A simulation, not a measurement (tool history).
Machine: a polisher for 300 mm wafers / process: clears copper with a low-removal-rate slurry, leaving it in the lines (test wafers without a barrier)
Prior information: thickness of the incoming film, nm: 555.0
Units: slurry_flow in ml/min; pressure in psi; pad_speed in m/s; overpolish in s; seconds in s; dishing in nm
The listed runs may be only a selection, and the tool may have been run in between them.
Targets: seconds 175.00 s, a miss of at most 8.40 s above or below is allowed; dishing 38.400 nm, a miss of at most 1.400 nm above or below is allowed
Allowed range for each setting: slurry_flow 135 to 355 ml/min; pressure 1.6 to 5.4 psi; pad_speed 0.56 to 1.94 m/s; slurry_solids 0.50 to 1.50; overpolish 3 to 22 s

Run 1, hour 0.0: slurry_flow 225 ml/min, pressure 3.5 psi, pad_speed 1.24 m/s, slurry_solids 1.00, overpolish 11 s. Result: seconds 117.67 s, dishing 37.349 nm.
Run 2, hour 6.2: slurry_flow 180 ml/min, pressure 3.5 psi, pad_speed 1.24 m/s, slurry_solids 1.00, overpolish 11 s. Result: seconds 120.70 s, dishing 36.181 nm.
Run 3, hour 12.6: slurry_flow 175 ml/min, pressure 3.1 psi, pad_speed 1.22 m/s, slurry_solids 1.00, overpolish 13 s. Result: seconds 135.03 s, dishing 36.413 nm.
Run 4, hour 20.5: slurry_flow 170 ml/min, pressure 2.9 psi, pad_speed 1.20 m/s, slurry_solids 1.00, overpolish 15 s. Result: seconds 147.82 s, dishing 38.911 nm.
At hour 26.9: slurry blender recalibrated.
Run 5, hour 26.9: slurry_flow 170 ml/min, pressure 2.9 psi, pad_speed 1.20 m/s, slurry_solids 0.90, overpolish 15 s. Result: seconds 146.55 s, dishing 40.131 nm.
Run 6, hour 29.4: slurry_flow 170 ml/min, pressure 2.9 psi, pad_speed 1.20 m/s, slurry_solids 1.05, overpolish 15 s. Result: seconds 139.44 s, dishing 40.733 nm.
Run 7, hour 37.2: slurry_flow 165 ml/min, pressure 2.7 psi, pad_speed 1.18 m/s, slurry_solids 1.00, overpolish 16 s. Result: seconds 155.75 s, dishing 39.296 nm.
Run 8, hour 41.2: slurry_flow 155 ml/min, pressure 2.3 psi, pad_speed 1.16 m/s, slurry_solids 1.05, overpolish 17 s. Result: seconds 180.32 s, dishing 35.426 nm.
Run 9, hour 42.5: slurry_flow 160 ml/min, pressure 2.3 psi, pad_speed 1.16 m/s, slurry_solids 1.05, overpolish 17 s. Result: seconds 181.35 s, dishing 35.491 nm.
Run 10, hour 46.3: slurry_flow 160 ml/min, pressure 2.4 psi, pad_speed 1.16 m/s, slurry_solids 1.00, overpolish 17 s. Result: seconds 176.13 s, dishing 36.538 nm.

Which single option among these 4 for the next run brings every result within its allowed miss of target? Just one does.
Run A, hour 50.1: slurry_flow 135 ml/min, pressure 2.3 psi, pad_speed 1.26 m/s, slurry_solids 0.95, overpolish 16 s. Result: seconds ?, dishing ?.
Run B, hour 50.1: slurry_flow 165 ml/min, pressure 2.8 psi, pad_speed 1.00 m/s, slurry_solids 1.00, overpolish 20 s. Result: seconds ?, dishing ?.
Run C, hour 50.1: slurry_flow 135 ml/min, pressure 2.3 psi, pad_speed 1.16 m/s, slurry_solids 1.40, overpolish 18 s. Result: seconds ?, dishing ?.
Run D, hour 50.1: slurry_flow 135 ml/min, pressure 2.6 psi, pad_speed 1.30 m/s, slurry_solids 1.05, overpolish 15 s. Result: seconds ?, dishing ?.

move  seconds  dishing
   A   174.99   35.251
   B   172.10   43.231
   C   176.39   38.473
   D   148.26   38.562
A: moves away from the targets compared with the last run
B: moves the result that the last run missed by most past its target, out the other side
C: every result lands within tolerance
D: the worst result of the last run now meets its target, but another is out of spec
The right move is C.

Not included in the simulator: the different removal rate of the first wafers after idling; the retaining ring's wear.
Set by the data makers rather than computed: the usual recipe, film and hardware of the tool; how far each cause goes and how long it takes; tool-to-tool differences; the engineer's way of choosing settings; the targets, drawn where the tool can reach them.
